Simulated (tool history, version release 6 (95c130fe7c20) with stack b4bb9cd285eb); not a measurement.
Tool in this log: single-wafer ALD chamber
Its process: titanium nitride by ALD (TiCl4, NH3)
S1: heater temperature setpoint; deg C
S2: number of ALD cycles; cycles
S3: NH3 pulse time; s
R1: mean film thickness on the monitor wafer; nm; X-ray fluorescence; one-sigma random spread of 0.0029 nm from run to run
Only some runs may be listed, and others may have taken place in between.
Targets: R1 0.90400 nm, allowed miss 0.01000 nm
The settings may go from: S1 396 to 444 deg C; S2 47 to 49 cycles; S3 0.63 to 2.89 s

run 1 hour=0.0 | S1=420 S2=47 S3=1.76 | R1=0.98968
run 2 hour=0.8 | S1=413 S2=47 S3=1.42 | R1=0.97362
run 3 hour=2.6 | S1=413 S2=47 S3=1.02 | R1=0.94266
run 4 hour=7.1 | S1=413 S2=47 S3=1.02 | R1=0.93873
run 5 hour=12.1 | S1=413 S2=47 S3=0.63 | R1=0.69166
run 6 hour=14.4 | S1=421 S2=47 S3=0.63 | R1=0.72557
run 7 hour=20.2 | S1=414 S2=48 S3=0.68 | R1=0.82655
run 8 hour=22.2 | S1=411 S2=48 S3=0.68 | R1=0.81726
run 9 hour=27.8 | S1=411 S2=48 S3=0.68 | R1=0.81368
run 10 hour=34.0 | S1=407 S2=48 S3=0.68 | R1=0.79761
run 11 hour=42.5 | S1=407 S2=48 S3=0.68 | R1=0.80018
run 12 hour=45.6 | S1=407 S2=48 S3=0.75 | R1=0.86771
run 13 hour=53.2 | S1=405 S2=48 S3=0.75 | R1=0.86391
run 14 hour=57.9 | S1=403 S2=48 S3=0.75 | R1=0.85373
run 15 hour=61.3 | S1=401 S2=48 S3=0.75 | R1=0.84623

Exactly one of the 4 candidate moves below puts every result within its allowed miss. Which one?
run A hour=64.7 | S1=396 S2=47 S3=0.78 | R1=?
run B hour=64.7 | S1=396 S2=48 S3=0.96 | R1=?
run C hour=64.7 | S1=402 S2=47 S3=1.10 | R1=?
run D hour=64.7 | S1=404 S2=48 S3=0.85 | R1=?

move=A R1=0.83358
move=B R1=0.91756
move=C R1=0.93473
move=D R1=0.90650
A: misses by more than the last run did
B: the result that was furthest off in the last run now lies on the other side of its target
C: the result that was furthest off in the last run now lies on the other side of its target
D: all results in spec
Correct choice: D, which meets every target

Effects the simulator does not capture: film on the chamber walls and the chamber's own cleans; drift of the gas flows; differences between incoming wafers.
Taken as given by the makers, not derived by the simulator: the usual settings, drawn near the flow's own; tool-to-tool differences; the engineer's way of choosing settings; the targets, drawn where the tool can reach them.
